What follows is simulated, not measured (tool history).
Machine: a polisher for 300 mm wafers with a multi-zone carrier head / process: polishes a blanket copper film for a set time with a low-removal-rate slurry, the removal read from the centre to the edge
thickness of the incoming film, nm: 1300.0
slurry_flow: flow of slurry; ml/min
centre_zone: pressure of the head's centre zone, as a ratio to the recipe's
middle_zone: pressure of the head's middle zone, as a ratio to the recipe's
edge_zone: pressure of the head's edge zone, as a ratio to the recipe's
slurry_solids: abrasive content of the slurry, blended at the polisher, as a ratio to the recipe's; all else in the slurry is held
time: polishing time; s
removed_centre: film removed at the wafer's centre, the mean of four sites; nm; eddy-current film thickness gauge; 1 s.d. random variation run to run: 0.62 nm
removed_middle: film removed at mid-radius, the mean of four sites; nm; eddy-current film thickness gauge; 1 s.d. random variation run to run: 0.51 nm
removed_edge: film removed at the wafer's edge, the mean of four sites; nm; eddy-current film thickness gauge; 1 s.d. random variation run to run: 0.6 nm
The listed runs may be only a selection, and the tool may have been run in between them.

run 1 hour=0.0 | slurry_flow=125 centre_zone=1.00 middle_zone=1.00 edge_zone=1.00 slurry_solids=1.00 time=40 | removed_centre=119.260 removed_middle=113.010 removed_edge=111.880
run 2 hour=6.9 | slurry_flow=120 centre_zone=1.00 middle_zone=0.99 edge_zone=0.97 slurry_solids=0.90 time=37 | removed_centre=105.140 removed_middle=102.740 removed_edge=99.412
run 3 hour=8.2 | slurry_flow=120 centre_zone=1.00 middle_zone=0.92 edge_zone=0.97 slurry_solids=0.90 time=37 | removed_centre=105.550 removed_middle=96.106 removed_edge=100.550
run 4 hour=16.5 | slurry_flow=135 centre_zone=1.00 middle_zone=0.92 edge_zone=0.97 slurry_solids=0.90 time=37 | removed_centre=107.980 removed_middle=99.087 removed_edge=102.060
run 5 hour=24.0 | slurry_flow=130 centre_zone=1.01 middle_zone=0.91 edge_zone=0.95 slurry_solids=0.85 time=34 | removed_centre=96.641 removed_middle=88.487 removed_edge=92.014
run 6 hour=25.4 | slurry_flow=125 centre_zone=1.03 middle_zone=0.91 edge_zone=0.93 slurry_solids=0.80 time=32 | removed_centre=92.193 removed_middle=80.326 removed_edge=82.906
run 7 hour=31.8 | slurry_flow=120 centre_zone=1.03 middle_zone=0.91 edge_zone=0.91 slurry_solids=0.75 time=31 | removed_centre=86.866 removed_middle=76.292 removed_edge=78.243

For run 8, what comes out?
run 8 hour=36.6 | slurry_flow=115 centre_zone=1.03 middle_zone=0.91 edge_zone=0.89 slurry_solids=0.70 time=30 | removed_centre=? removed_middle=? removed_edge=?

Run 8 gave removed_centre 84.497 nm, removed_middle 72.732 nm, removed_edge 73.327 nm.

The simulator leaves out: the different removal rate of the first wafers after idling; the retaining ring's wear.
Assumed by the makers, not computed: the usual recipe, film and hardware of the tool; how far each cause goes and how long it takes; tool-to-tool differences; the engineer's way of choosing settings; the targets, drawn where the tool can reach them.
